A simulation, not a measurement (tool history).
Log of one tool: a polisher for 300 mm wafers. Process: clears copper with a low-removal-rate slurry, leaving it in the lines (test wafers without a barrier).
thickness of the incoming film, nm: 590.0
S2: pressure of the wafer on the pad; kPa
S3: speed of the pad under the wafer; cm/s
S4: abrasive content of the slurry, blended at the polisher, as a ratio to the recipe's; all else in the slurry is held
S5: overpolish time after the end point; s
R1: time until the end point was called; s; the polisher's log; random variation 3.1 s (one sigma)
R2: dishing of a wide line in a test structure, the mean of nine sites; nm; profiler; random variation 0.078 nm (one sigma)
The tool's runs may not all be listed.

run 1 hour=0 | flow_of_slurry_(ml/min)=150 S2=24.1 S3=110 S4=1 S5=10 | R1=182.06 R2=25.935
run 2 hour=5 | flow_of_slurry_(ml/min)=150 S2=24.1 S3=94 S4=1 S5=10 | R1=209.74 R2=22.763
run 3 hour=10.5 | flow_of_slurry_(ml/min)=165 S2=22.8 S3=90 S4=1.1 S5=9 | R1=213.08 R2=19.84
run 4 hour=18.5 | flow_of_slurry_(ml/min)=165 S2=22.8 S3=90 S4=1.25 S5=9 | R1=212.25 R2=19.735
run 5 hour=26.6 | flow_of_slurry_(ml/min)=175 S2=20.7 S3=88 S4=1.3 S5=8 | R1=228.69 R2=16.92
run 6 hour=31.3 | flow_of_slurry_(ml/min)=150 S2=20.7 S3=88 S4=1.3 S5=8 | R1=241.13 R2=16.206
run 7 hour=35.7 | flow_of_slurry_(ml/min)=165 S2=20 S3=84 S4=1.35 S5=7 | R1=243.89 R2=13.801
run 8 hour=41.1 | flow_of_slurry_(ml/min)=175 S2=20 S3=80 S4=1.4 S5=6 | R1=254.93 R2=11.749
run 9 hour=43.8 | flow_of_slurry_(ml/min)=185 S2=21.4 S3=74 S4=1.4 S5=5 | R1=253.91 R2=10.079
run 10 hour=48.9 | flow_of_slurry_(ml/min)=195 S2=22.8 S3=70 S4=1.4 S5=5 | R1=249.08 R2=10.132
run 11 hour=53.2 | flow_of_slurry_(ml/min)=200 S2=24.1 S3=66 S4=1.4 S5=5 | R1=241.85 R2=10.133
run 12 hour=55.9 | flow_of_slurry_(ml/min)=205 S2=24.8 S3=62 S4=1.4 S5=5 | R1=244.38 R2=9.8563
run 13 hour=56.5 | flow_of_slurry_(ml/min)=210 S2=25.5 S3=60 S4=1.4 S5=5 | R1=246.65 R2=10.022
run 14 hour=62.6 | flow_of_slurry_(ml/min)=210 S2=25.5 S3=60 S4=1.4 S5=5 | R1=250.75 R2=9.9738
run 15 hour=69.1 | flow_of_slurry_(ml/min)=215 S2=26.2 S3=58 S4=1.4 S5=5 | R1=246.37 R2=10.117
run 16 hour=73.1 | flow_of_slurry_(ml/min)=220 S2=26.2 S3=56 S4=1.4 S5=5 | R1=256.21 R2=9.8084
run 17 hour=81.6 | flow_of_slurry_(ml/min)=180 S2=22.8 S3=78 S4=1.35 S5=3 | R1=233.05 R2=6.5336

Forecast run 18:
run 18 hour=90.5 | flow_of_slurry_(ml/min)=185 S2=22.8 S3=78 S4=1.35 S5=3 | R1=? R2=?

R1: 230.2 s
R2: 6.5516 nm
